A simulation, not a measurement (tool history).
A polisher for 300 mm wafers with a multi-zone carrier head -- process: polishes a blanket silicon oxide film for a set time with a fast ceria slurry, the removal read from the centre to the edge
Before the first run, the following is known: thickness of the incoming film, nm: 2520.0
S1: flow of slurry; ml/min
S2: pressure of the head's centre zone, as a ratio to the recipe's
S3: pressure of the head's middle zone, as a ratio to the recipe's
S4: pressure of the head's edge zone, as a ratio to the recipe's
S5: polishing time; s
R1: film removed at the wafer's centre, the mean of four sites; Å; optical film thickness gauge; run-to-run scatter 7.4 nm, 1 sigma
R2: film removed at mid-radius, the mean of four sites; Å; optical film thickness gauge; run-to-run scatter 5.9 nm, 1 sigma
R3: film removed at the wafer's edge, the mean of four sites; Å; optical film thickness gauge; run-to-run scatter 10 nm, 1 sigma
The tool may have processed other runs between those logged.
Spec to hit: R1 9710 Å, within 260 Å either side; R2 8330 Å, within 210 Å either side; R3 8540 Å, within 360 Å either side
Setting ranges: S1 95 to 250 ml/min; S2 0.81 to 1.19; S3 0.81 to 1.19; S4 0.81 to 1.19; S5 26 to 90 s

run  hour   S1    S2    S3    S4  S5      R1      R2      R3
  1     0  160     1     1     1  58  7598.8    7512  7587.1
  2   2.5  160  1.06     1     1  58  8084.3  7390.3  7403.9
  3   3.7  170  1.07     1  1.02  58  8271.8  7496.7  7623.2
  4   8.4  135  1.07     1  1.02  58  7834.5  7247.5  7462.1
  5  12.5  150  1.08  1.01  1.04  58  8213.2  7360.4  7599.1
  6  17.5  150  1.01  1.01  1.04  58  7595.5  7533.4  7623.4
  7  19.4  165  1.03  1.01  1.06  58  7916.5    7532    7591
  8    26  165  1.04  1.01  1.07  59  8178.4  7705.9  7738.8
  9    34  170  1.05     1  1.08  60  8531.2  7753.4  7898.4
 10  34.8  215  1.08  1.01  1.15  61  9228.6  8149.6    8680
 11  41.7  220  1.09  1.02  1.14  61  9131.4  8199.1  8490.4
 12  45.6  220   1.1  1.02  1.14  61  9213.1  8101.1  8690.6
 13  46.9  220  1.12  1.03  1.12  61    9522    8242  8676.5
 14  54.9  220  1.12  1.03  1.11  61  9375.1  8188.4  8541.6

Exactly one of the 4 candidate moves below puts every result within its allowed miss. Which one?
  A  62.9  190  1.08  0.95  1.12  63   ?   ?   ?
  B  62.9  205  1.03  0.98  1.16  60   ?   ?   ?
  C  62.9  215  1.12  0.97  1.13  61   ?   ?   ?
  D  62.9  225  1.14  1.01  1.05  62   ?   ?   ?

move      R1      R2      R3
   A  9231.8  7941.1  8585.5
   B    8474  7817.6  8371.4
   C  9433.5  7929.2  8441.6
   D  9821.3  8353.3  8318.9
A: misses by more than the last run did
B: misses by more than the last run did
C: misses by more than the last run did
D: all results land within tolerance of their targets
So the answer is move D, the one that meets all the targets.
